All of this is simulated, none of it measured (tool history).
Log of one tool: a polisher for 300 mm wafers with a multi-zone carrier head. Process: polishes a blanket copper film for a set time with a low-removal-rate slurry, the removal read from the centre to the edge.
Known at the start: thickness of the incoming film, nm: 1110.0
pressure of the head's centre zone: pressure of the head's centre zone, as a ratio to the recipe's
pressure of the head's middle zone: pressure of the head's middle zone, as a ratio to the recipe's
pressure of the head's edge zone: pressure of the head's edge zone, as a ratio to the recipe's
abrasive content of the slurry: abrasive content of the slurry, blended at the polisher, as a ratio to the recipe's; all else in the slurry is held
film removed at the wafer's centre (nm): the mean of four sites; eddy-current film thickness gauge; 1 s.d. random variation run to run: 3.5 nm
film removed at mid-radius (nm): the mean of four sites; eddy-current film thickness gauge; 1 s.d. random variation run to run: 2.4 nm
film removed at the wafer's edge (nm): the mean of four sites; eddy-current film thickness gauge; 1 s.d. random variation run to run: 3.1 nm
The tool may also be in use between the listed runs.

| run | hour | flow of slurry (ml/min) | pressure of the head's centre zone | pressure of the head's middle zone | pressure of the head's edge zone | abrasive content of the slurry | polishing time (s) | film removed at the wafer's centre (nm) | film removed at mid-radius (nm) | film removed at the wafer's edge (nm) |
|---|---|---|---|---|---|---|---|---|---|---|
| 1 | 0.0 | 240 | 1.00 | 1.00 | 1.00 | 1.00 | 57 | 179.69 | 183.15 | 176.46 |
| 2 | 6.1 | 220 | 1.00 | 1.00 | 1.00 | 1.00 | 57 | 179.01 | 180.86 | 181.69 |
| 3 | 6.8 | 220 | 1.00 | 1.07 | 1.00 | 1.00 | 57 | 171.70 | 188.03 | 177.22 |
| 4 | 13.1 | 220 | 1.02 | 1.06 | 1.01 | 1.05 | 58 | 183.65 | 196.35 | 178.82 |
| 5 | 20.7 | 215 | 1.02 | 1.03 | 1.01 | 1.10 | 59 | 188.12 | 195.18 | 192.49 |
| 6 | 23.6 | 215 | 1.06 | 1.03 | 1.01 | 1.10 | 59 | 192.28 | 195.94 | 184.78 |
| 7 | 25.4 | 220 | 1.07 | 1.01 | 1.02 | 1.15 | 60 | 201.56 | 192.01 | 194.85 |
| 8 | 30.6 | 225 | 1.09 | 1.01 | 1.02 | 1.20 | 61 | 210.52 | 206.27 | 198.50 |
| 9 | 35.6 | 230 | 1.10 | 1.00 | 1.02 | 1.25 | 61 | 214.88 | 201.24 | 204.25 |
| 10 | 39.2 | 270 | 1.19 | 1.04 | 0.98 | 1.50 | 64 | 251.73 | 235.46 | 215.22 |
| 11 | 41.0 | 270 | 1.19 | 1.03 | 0.98 | 1.50 | 64 | 254.08 | 231.59 | 217.61 |
| 12 | 43.9 | 270 | 1.19 | 1.02 | 0.98 | 1.50 | 64 | 254.87 | 231.14 | 215.62 |

Predict the results of run 13:
| 13 | 50.0 | 270 | 1.19 | 1.01 | 0.99 | 1.50 | 64 | ? | ? | ? |

film removed at the wafer's centre (nm): 255.00
film removed at mid-radius (nm): 230.16
film removed at the wafer's edge (nm): 216.84
